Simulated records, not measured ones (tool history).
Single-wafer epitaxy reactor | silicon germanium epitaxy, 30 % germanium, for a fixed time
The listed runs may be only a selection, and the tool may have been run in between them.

run  hour  wafer temperature setpoint (pyrometer-controlled) (deg C)  chamber pressure (Torr)  mean film thickness on the monitor wafer (nm)
  1     0                                                        590                     14.7                                         42.766
  2   1.9                                                        590                     12.5                                         38.933
  3   4.1                                                        595                     12.5                                          43.55
  4     8                                                        595                     11.4                                         40.384
  5  15.8                                                        595                     12.5                                         43.112
  6  20.2                                                        599                     13.2                                         48.614
  7  24.5                                                        602                     13.6                                         52.516
  8  29.6                                                        604                       14                                         55.666
  9  37.5                                                        606                     14.3                                         58.073
 10  41.6                                                        608                     14.7                                         62.033
 11  44.5                                                        609                     14.9                                         63.983
 12  52.8                                                        610                     15.1                                         65.639
 13  61.7                                                        611                     15.3                                         67.996

The next listed run, before its measurement:
 14  62.8                                                        612                     15.4                                              ?

{"run 14": {"mean film thickness on the monitor wafer (nm)": 69.381}}
